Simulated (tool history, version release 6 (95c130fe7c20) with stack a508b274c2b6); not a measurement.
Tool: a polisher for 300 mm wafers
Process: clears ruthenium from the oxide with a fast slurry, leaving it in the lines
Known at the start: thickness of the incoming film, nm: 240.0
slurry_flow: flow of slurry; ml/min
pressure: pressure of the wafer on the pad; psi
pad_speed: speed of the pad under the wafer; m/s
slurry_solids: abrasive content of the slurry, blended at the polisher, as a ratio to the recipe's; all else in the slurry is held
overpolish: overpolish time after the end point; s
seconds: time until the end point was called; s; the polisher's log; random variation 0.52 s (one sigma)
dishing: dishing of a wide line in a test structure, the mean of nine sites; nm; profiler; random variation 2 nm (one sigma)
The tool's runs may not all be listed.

run 1 hour=0.0 | slurry_flow=240 pressure=1.8 pad_speed=1.20 slurry_solids=1.0 overpolish=18 | seconds=61.340 dishing=56.814
run 2 hour=1.7 | slurry_flow=240 pressure=1.9 pad_speed=1.20 slurry_solids=1.0 overpolish=20 | seconds=57.076 dishing=64.605
run 3 hour=7.1 | slurry_flow=240 pressure=1.9 pad_speed=1.20 slurry_solids=1.0 overpolish=16 | seconds=58.943 dishing=52.652
run 4 hour=10.7 | slurry_flow=240 pressure=1.9 pad_speed=1.20 slurry_solids=1.0 overpolish=19 | seconds=58.816 dishing=60.503
run 5 hour=15.4 | slurry_flow=240 pressure=1.9 pad_speed=1.20 slurry_solids=1.0 overpolish=21 | seconds=58.400 dishing=65.557
run 6 hour=16.1 | slurry_flow=240 pressure=1.9 pad_speed=1.20 slurry_solids=1.1 overpolish=21 | seconds=56.595 dishing=65.337

Forecast run 7:
run 7 hour=21.6 | slurry_flow=240 pressure=1.9 pad_speed=1.20 slurry_solids=1.1 overpolish=21 | seconds=? dishing=?

{"run 7": {"seconds": 55.896, "dishing": 66.941}}
